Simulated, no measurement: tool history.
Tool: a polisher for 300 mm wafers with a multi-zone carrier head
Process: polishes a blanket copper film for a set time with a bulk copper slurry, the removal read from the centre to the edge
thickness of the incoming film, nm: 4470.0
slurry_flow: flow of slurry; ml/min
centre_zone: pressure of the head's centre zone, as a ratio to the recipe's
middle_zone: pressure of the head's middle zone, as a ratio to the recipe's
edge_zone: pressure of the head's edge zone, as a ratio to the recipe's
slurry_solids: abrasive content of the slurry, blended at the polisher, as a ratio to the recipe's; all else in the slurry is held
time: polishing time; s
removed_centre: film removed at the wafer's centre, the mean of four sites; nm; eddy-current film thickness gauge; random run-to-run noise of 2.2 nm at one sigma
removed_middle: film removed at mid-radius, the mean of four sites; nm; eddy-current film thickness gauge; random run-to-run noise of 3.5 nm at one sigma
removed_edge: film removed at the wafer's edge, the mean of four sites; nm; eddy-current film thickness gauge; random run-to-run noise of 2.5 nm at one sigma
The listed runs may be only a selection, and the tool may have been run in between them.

run 1 hour=0.0 | slurry_flow=135 centre_zone=1.00 middle_zone=1.00 edge_zone=1.00 slurry_solids=1.00 time=45 | removed_centre=580.58 removed_middle=564.86 removed_edge=549.11
run 2 hour=2.2 | slurry_flow=135 centre_zone=0.96 middle_zone=1.00 edge_zone=1.00 slurry_solids=1.00 time=45 | removed_centre=564.70 removed_middle=548.60 removed_edge=555.79
run 3 hour=5.0 | slurry_flow=115 centre_zone=0.96 middle_zone=1.00 edge_zone=1.00 slurry_solids=1.00 time=45 | removed_centre=537.89 removed_middle=532.21 removed_edge=538.59
run 4 hour=8.8 | slurry_flow=115 centre_zone=0.96 middle_zone=1.05 edge_zone=1.00 slurry_solids=1.00 time=45 | removed_centre=527.81 removed_middle=551.65 removed_edge=538.04
run 5 hour=13.0 | slurry_flow=110 centre_zone=0.94 middle_zone=1.04 edge_zone=0.99 slurry_solids=0.90 time=42 | removed_centre=481.60 removed_middle=498.21 removed_edge=487.77
run 6 hour=18.1 | slurry_flow=105 centre_zone=0.92 middle_zone=1.04 edge_zone=1.00 slurry_solids=0.85 time=39 | removed_centre=420.57 removed_middle=440.86 removed_edge=442.71
run 7 hour=21.0 | slurry_flow=100 centre_zone=0.90 middle_zone=1.04 edge_zone=0.99 slurry_solids=0.80 time=38 | removed_centre=395.74 removed_middle=438.53 removed_edge=422.81
run 8 hour=27.7 | slurry_flow=95 centre_zone=0.89 middle_zone=1.01 edge_zone=0.99 slurry_solids=0.75 time=37 | removed_centre=366.14 removed_middle=404.08 removed_edge=402.26
run 9 hour=28.4 | slurry_flow=95 centre_zone=0.88 middle_zone=0.98 edge_zone=0.98 slurry_solids=0.70 time=36 | removed_centre=352.78 removed_middle=380.52 removed_edge=386.33

Run 10 has not been measured yet. What should we expect?
run 10 hour=36.6 | slurry_flow=95 centre_zone=0.87 middle_zone=0.96 edge_zone=0.97 slurry_solids=0.65 time=36 | removed_centre=? removed_middle=? removed_edge=?

Run 10 yielded removed_centre 341.68 nm, removed_middle 370.10 nm, removed_edge 377.47 nm.
